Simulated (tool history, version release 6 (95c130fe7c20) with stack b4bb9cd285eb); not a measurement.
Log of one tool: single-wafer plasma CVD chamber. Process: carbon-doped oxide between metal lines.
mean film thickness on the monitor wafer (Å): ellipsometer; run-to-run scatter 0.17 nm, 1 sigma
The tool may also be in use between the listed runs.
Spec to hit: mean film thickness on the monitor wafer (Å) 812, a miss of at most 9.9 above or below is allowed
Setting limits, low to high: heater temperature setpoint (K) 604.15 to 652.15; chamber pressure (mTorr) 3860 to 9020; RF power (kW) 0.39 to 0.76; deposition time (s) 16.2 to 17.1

| run | hour | heater temperature setpoint (K) | chamber pressure (mTorr) | RF power (kW) | deposition time (s) | mean film thickness on the monitor wafer (Å) |
|---|---|---|---|---|---|---|
| 1 | 0 | 628.15 | 6440 | 0.575 | 17.1 | 935.95 |
| 2 | 5.3 | 628.15 | 5590 | 0.575 | 17.1 | 919.46 |
| 3 | 8.4 | 633.15 | 5050 | 0.56 | 17.1 | 878.86 |
| 4 | 10.5 | 641.15 | 5050 | 0.56 | 17.1 | 864.66 |
| 5 | 18.4 | 641.15 | 5780 | 0.56 | 17.1 | 878.85 |
| 6 | 25 | 643.15 | 5280 | 0.55 | 17.1 | 855.51 |
| 7 | 27.4 | 645.15 | 4920 | 0.545 | 17.1 | 840.07 |
| 8 | 28.1 | 646.15 | 4700 | 0.54 | 17.1 | 826.34 |
| 9 | 29.6 | 646.15 | 4700 | 0.54 | 17.1 | 826.41 |

Exactly one of the 4 candidate moves below puts every result within its allowed miss. Which one?
| A | 31.1 | 644.15 | 4760 | 0.545 | 16.6 | ? |
| B | 31.1 | 652.15 | 3990 | 0.675 | 16.2 | ? |
| C | 31.1 | 637.15 | 4890 | 0.52 | 17.1 | ? |
| D | 31.1 | 651.15 | 5510 | 0.555 | 17.1 | ? |

| move | mean film thickness on the monitor wafer (Å) |
|---|---|
| A | 810.4 |
| B | 851.42 |
| C | 831.23 |
| D | 846.42 |
A: in spec on every target
B: misses by more than the last run did
C: misses by more than the last run did
D: misses by more than the last run did
Go with A: it meets all targets.
